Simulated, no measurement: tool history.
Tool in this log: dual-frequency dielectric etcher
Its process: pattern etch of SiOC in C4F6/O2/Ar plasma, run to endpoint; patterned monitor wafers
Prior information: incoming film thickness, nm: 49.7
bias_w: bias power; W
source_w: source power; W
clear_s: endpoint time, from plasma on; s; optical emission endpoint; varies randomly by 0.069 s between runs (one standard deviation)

run	hour	bias_w	source_w	clear_s
1	0	605	410	15.568
2	1.4	605	350	16.557
3	2.5	605	290	17.645
4	4.3	673	290	17.139
5	9.7	621	290	17.432
6	14.7	662	320	16.513
7	17.7	696	340	15.922

What will run 8 give?
8	23.2	723	360	?

clear_s: 15.485 s
